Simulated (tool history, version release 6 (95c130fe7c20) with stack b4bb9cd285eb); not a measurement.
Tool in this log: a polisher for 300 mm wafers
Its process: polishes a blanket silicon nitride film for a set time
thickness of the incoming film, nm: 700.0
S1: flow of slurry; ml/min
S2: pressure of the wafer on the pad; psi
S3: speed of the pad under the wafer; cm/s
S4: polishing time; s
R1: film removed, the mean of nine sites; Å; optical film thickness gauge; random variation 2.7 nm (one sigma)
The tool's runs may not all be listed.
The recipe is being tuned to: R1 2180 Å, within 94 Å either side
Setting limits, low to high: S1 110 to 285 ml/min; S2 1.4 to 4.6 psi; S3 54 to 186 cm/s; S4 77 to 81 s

run 1 hour=0 | S1=180 S2=3 S3=118 S4=77 | R1=1453.1
run 2 hour=1.6 | S1=180 S2=3 S3=118 S4=77 | R1=1466.3
run 3 hour=9.7 | S1=180 S2=3.2 S3=118 S4=77 | R1=1539.8
run 4 hour=13.4 | S1=180 S2=3.2 S3=100 S4=77 | R1=1363.2
run 5 hour=18.9 | S1=180 S2=2.7 S3=100 S4=77 | R1=1230.3
run 6 hour=25.8 | S1=180 S2=2.7 S3=100 S4=77 | R1=1213.2
run 7 hour=31.3 | S1=180 S2=3 S3=104 S4=77 | R1=1363.8
run 8 hour=34.1 | S1=180 S2=3.3 S3=106 S4=77 | R1=1475.3
run 9 hour=36.4 | S1=180 S2=3.5 S3=108 S4=77 | R1=1579.1
run 10 hour=42.9 | S1=180 S2=3.7 S3=108 S4=77 | R1=1654.3
run 11 hour=50.6 | S1=180 S2=3.9 S3=110 S4=77 | R1=1718.3
run 12 hour=56.3 | S1=180 S2=4 S3=112 S4=77 | R1=1749.4
run 13 hour=61.5 | S1=180 S2=4 S3=112 S4=77 | R1=1716.9
run 14 hour=62.9 | S1=180 S2=4.1 S3=116 S4=77 | R1=1855.2
run 15 hour=66.1 | S1=180 S2=4.2 S3=118 S4=77 | R1=1883
run 16 hour=69.2 | S1=180 S2=4.3 S3=120 S4=77 | R1=1928.1
run 17 hour=71.3 | S1=180 S2=4.4 S3=122 S4=77 | R1=1973
run 18 hour=75.3 | S1=180 S2=4.4 S3=124 S4=77 | R1=1987.7

Pick the move, out of 4, that brings all results within their allowed miss; only one does.
run A hour=79.3 | S1=205 S2=4.2 S3=120 S4=77 | R1=?
run B hour=79.3 | S1=165 S2=3.9 S3=120 S4=77 | R1=?
run C hour=79.3 | S1=165 S2=4.3 S3=124 S4=78 | R1=?
run D hour=79.3 | S1=165 S2=4.1 S3=146 S4=78 | R1=?

move=A R1=1973.6
move=B R1=1816
move=C R1=2026.6
move=D R1=2198.3
A: further off than the last run
B: further off than the last run
C: closes in on the targets versus the last run, not all within tolerance yet
D: all results in spec
Correct choice: D, which meets every target
